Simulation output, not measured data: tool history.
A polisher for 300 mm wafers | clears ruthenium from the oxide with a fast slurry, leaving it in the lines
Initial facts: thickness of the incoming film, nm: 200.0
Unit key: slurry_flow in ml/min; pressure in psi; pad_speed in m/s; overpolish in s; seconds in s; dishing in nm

| run | hour | slurry_flow | pressure | pad_speed | slurry_solids | overpolish | seconds | dishing |
|---|---|---|---|---|---|---|---|---|
| 1 | 0.0 | 290 | 2.6 | 0.92 | 1.00 | 9 | 63.603 | 26.6770 |
| 2 | 3.7 | 290 | 2.5 | 0.92 | 1.00 | 7 | 62.836 | 19.3300 |
| 3 | 9.8 | 290 | 2.3 | 0.92 | 1.00 | 6 | 66.502 | 15.7720 |
| 4 | 14.2 | 290 | 2.3 | 0.92 | 1.20 | 6 | 63.772 | 16.8350 |
| 5 | 15.1 | 290 | 2.2 | 0.92 | 1.20 | 5 | 67.888 | 13.2610 |
| 6 | 19.7 | 290 | 2.1 | 0.92 | 1.20 | 5 | 70.804 | 12.9520 |
| 7 | 24.5 | 290 | 2.1 | 0.90 | 1.20 | 3 | 71.374 | 7.5043 |
| 8 | 25.2 | 285 | 2.1 | 0.92 | 1.15 | 5 | 70.110 | 13.0310 |
| 9 | 31.3 | 290 | 2.1 | 0.90 | 1.15 | 5 | 73.875 | 12.0590 |
| 10 | 35.0 | 290 | 2.2 | 0.88 | 1.15 | 5 | 71.361 | 13.2110 |
| 11 | 36.6 | 290 | 2.1 | 0.90 | 1.15 | 5 | 72.694 | 12.5670 |

Predict the results of run 12:
| 12 | 38.9 | 290 | 2.1 | 0.92 | 1.15 | 3 | ? | ? |

Logged for run 12: seconds 71.827 s, dishing 7.6883 nm.
